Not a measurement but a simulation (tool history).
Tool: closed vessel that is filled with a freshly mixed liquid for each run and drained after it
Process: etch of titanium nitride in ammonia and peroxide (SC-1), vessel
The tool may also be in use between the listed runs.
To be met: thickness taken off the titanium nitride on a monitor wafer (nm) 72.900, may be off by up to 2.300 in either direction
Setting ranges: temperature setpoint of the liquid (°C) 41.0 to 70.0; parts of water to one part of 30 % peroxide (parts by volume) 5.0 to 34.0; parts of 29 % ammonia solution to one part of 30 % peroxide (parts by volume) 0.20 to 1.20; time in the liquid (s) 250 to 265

| run | hour | temperature setpoint of the liquid (°C) | parts of water to one part of 30 % peroxide (parts by volume) | parts of 29 % ammonia solution to one part of 30 % peroxide (parts by volume) | time in the liquid (s) | thickness taken off the titanium nitride on a monitor wafer (nm) |
|---|---|---|---|---|---|---|
| 1 | 0.0 | 57.0 | 19.0 | 0.80 | 250 | 29.499 |
| 2 | 1.6 | 57.0 | 19.0 | 0.80 | 250 | 29.998 |
| 3 | 7.2 | 58.5 | 19.0 | 0.80 | 250 | 33.011 |
| 4 | 16.4 | 60.0 | 19.0 | 0.80 | 250 | 35.735 |
| 5 | 19.6 | 60.0 | 15.0 | 0.80 | 250 | 41.288 |
| 6 | 22.3 | 61.0 | 15.0 | 0.80 | 250 | 44.410 |
| 7 | 29.1 | 62.0 | 15.0 | 0.80 | 250 | 46.338 |
| 8 | 36.2 | 63.0 | 15.0 | 0.80 | 250 | 50.601 |
| 9 | 39.8 | 63.5 | 15.0 | 0.80 | 250 | 51.105 |
| 10 | 40.9 | 64.0 | 15.0 | 0.80 | 250 | 53.178 |
| 11 | 47.4 | 64.5 | 15.0 | 0.80 | 250 | 54.005 |
| 12 | 50.7 | 65.0 | 15.0 | 0.80 | 250 | 56.660 |
| 13 | 59.5 | 65.5 | 15.0 | 0.80 | 250 | 59.173 |
| 14 | 60.9 | 66.0 | 15.0 | 0.80 | 250 | 60.330 |
| 15 | 63.5 | 66.5 | 15.0 | 0.80 | 250 | 62.023 |

Below are 4 possible settings for the next run. Only one of them brings all results inside the allowed miss of their targets. Which is it?
| A | 66.1 | 66.5 | 15.0 | 0.85 | 265 | ? |
| B | 66.1 | 68.5 | 17.5 | 0.75 | 265 | ? |
| C | 66.1 | 64.0 | 20.5 | 0.90 | 265 | ? |
| D | 66.1 | 69.5 | 20.0 | 1.20 | 265 | ? |

| move | thickness taken off the titanium nitride on a monitor wafer (nm) |
|---|---|
| A | 67.025 |
| B | 68.412 |
| C | 48.756 |
| D | 73.416 |
A: closes in on the targets versus the last run, not all within tolerance yet
B: closes in on the targets versus the last run, not all within tolerance yet
C: lands further from the targets than the last run did
D: every result within its allowed miss
So the answer is move D, the one that meets all the targets.

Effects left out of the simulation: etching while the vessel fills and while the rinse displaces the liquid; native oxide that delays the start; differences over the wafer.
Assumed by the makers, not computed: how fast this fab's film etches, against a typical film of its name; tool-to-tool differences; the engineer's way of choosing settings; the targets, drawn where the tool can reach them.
